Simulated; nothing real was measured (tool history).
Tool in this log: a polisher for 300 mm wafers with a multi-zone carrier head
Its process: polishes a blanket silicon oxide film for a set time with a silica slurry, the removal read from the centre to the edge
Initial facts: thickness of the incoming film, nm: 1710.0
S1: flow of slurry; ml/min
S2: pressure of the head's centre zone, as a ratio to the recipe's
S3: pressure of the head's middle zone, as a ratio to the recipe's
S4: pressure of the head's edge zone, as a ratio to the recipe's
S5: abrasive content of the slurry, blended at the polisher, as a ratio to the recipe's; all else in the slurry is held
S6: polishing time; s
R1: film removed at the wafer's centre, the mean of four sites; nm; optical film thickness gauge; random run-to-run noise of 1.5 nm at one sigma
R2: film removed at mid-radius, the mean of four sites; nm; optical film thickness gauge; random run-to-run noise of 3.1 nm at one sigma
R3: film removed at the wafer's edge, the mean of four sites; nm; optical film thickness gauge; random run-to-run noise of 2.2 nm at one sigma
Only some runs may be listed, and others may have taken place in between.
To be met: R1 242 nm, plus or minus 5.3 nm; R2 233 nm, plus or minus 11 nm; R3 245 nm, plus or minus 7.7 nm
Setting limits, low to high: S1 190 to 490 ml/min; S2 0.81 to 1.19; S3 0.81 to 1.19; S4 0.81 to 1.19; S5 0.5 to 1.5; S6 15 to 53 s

{"run": 1, "day": 0.0, "S1": 315, "S2": 1, "S3": 1, "S4": 1, "S5": 1, "S6": 34, "R1": 133.56, "R2": 137, "R3": 133.88}
{"run": 2, "day": 0.283, "S1": 315, "S2": 1, "S3": 1, "S4": 1.08, "S5": 1, "S6": 34, "R1": 133.8, "R2": 137.6, "R3": 139.21}
{"run": 3, "day": 0.629, "S1": 315, "S2": 1, "S3": 1, "S4": 1.08, "S5": 1, "S6": 29, "R1": 113.28, "R2": 117.63, "R3": 120.41}
{"run": 4, "day": 0.883, "S1": 320, "S2": 1.01, "S3": 1, "S4": 1.11, "S5": 1.15, "S6": 33, "R1": 141.43, "R2": 143.42, "R3": 150.88}
{"run": 5, "day": 0.929, "S1": 285, "S2": 1.01, "S3": 1, "S4": 1.11, "S5": 1.15, "S6": 33, "R1": 140.77, "R2": 141.21, "R3": 152.58}
{"run": 6, "day": 1.021, "S1": 285, "S2": 1.01, "S3": 1, "S4": 1.11, "S5": 1.15, "S6": 37, "R1": 158.05, "R2": 156.62, "R3": 166.84}
{"run": 7, "day": 1.083, "S1": 280, "S2": 1.03, "S3": 1.03, "S4": 1.12, "S5": 1.25, "S6": 39, "R1": 176.6, "R2": 178.45, "R3": 182.94}
{"run": 8, "day": 1.292, "S1": 295, "S2": 1.04, "S3": 1.03, "S4": 1.14, "S5": 1.3, "S6": 40, "R1": 187.71, "R2": 188.25, "R3": 193.52}
{"run": 9, "day": 1.617, "S1": 270, "S2": 1.07, "S3": 1.01, "S4": 1.17, "S5": 1.5, "S6": 46, "R1": 232.98, "R2": 231.03, "R3": 243.97}

Consider the 5 candidate settings below. Which is the only one whose results all fall within their allowed miss of target?
{"run": "A", "day": 1.942, "S1": 245, "S2": 1.07, "S3": 0.94, "S4": 1.19, "S5": 1.4, "S6": 52, "R1": "?", "R2": "?", "R3": "?"}
{"run": "B", "day": 1.942, "S1": 285, "S2": 1.01, "S3": 0.88, "S4": 1.19, "S5": 1.5, "S6": 48, "R1": "?", "R2": "?", "R3": "?"}
{"run": "C", "day": 1.942, "S1": 260, "S2": 1.05, "S3": 0.98, "S4": 1.19, "S5": 1.5, "S6": 49, "R1": "?", "R2": "?", "R3": "?"}
{"run": "D", "day": 1.942, "S1": 210, "S2": 1.08, "S3": 1, "S4": 1.12, "S5": 1.5, "S6": 47, "R1": "?", "R2": "?", "R3": "?"}
{"run": "E", "day": 1.942, "S1": 340, "S2": 1.09, "S3": 1.03, "S4": 1.18, "S5": 1.45, "S6": 46, "R1": "?", "R2": "?", "R3": "?"}

move=A R1=253.27 R2=227.12 R3=268.37
move=B R1=231.94 R2=208.39 R3=259.05
move=C R1=243.41 R2=230.13 R3=261.92
move=D R1=232.12 R2=217.73 R3=237.89
move=E R1=241.62 R2=228.59 R3=246.52
A: pushes the last run's worst result past its target
B: moves away from the targets compared with the last run
C: gets the furthest-off result to its target, but another result is out of tolerance
D: moves away from the targets compared with the last run
E: each result inside its tolerance
Answer: E

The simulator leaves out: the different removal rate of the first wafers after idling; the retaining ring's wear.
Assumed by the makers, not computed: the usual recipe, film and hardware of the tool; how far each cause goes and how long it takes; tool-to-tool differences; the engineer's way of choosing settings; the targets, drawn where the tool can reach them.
